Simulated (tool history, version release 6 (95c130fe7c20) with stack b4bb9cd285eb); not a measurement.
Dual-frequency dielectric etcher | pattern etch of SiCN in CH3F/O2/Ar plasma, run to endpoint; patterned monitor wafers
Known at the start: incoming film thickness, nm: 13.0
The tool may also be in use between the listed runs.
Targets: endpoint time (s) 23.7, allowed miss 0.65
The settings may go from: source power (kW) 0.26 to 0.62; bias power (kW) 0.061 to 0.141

| run | day | source power (kW) | bias power (kW) | endpoint time (s) |
|---|---|---|---|---|
| 1 | 0 | 0.44 | 0.101 | 29.707 |
| 2 | 0.192 | 0.44 | 0.118 | 27.63 |
| 3 | 0.346 | 0.4 | 0.118 | 29.151 |
| 4 | 0.571 | 0.4 | 0.108 | 30.269 |
| 5 | 0.608 | 0.48 | 0.108 | 27.121 |
|  | 0.633 | bias power generator calibrated |
| 6 | 0.633 | 0.45 | 0.108 | 28.152 |
| 7 | 0.912 | 0.48 | 0.109 | 27.314 |
| 8 | 1.267 | 0.5 | 0.11 | 26.718 |
| 9 | 1.367 | 0.52 | 0.111 | 26.624 |
| 10 | 1.725 | 0.61 | 0.131 | 22.863 |

Which of these 5 next moves meets every target?
| A | 2.083 | 0.62 | 0.141 | ? |
| B | 2.083 | 0.57 | 0.132 | ? |
| C | 2.083 | 0.62 | 0.137 | ? |
| D | 2.083 | 0.61 | 0.141 | ? |
| E | 2.083 | 0.62 | 0.132 | ? |

| move | endpoint time (s) |
|---|---|
| A | 21.897 |
| B | 23.352 |
| C | 22.153 |
| D | 22.056 |
| E | 22.487 |
A: further off than the last run
B: meets every target
C: further off than the last run
D: further off than the last run
E: further off than the last run
Answer: B

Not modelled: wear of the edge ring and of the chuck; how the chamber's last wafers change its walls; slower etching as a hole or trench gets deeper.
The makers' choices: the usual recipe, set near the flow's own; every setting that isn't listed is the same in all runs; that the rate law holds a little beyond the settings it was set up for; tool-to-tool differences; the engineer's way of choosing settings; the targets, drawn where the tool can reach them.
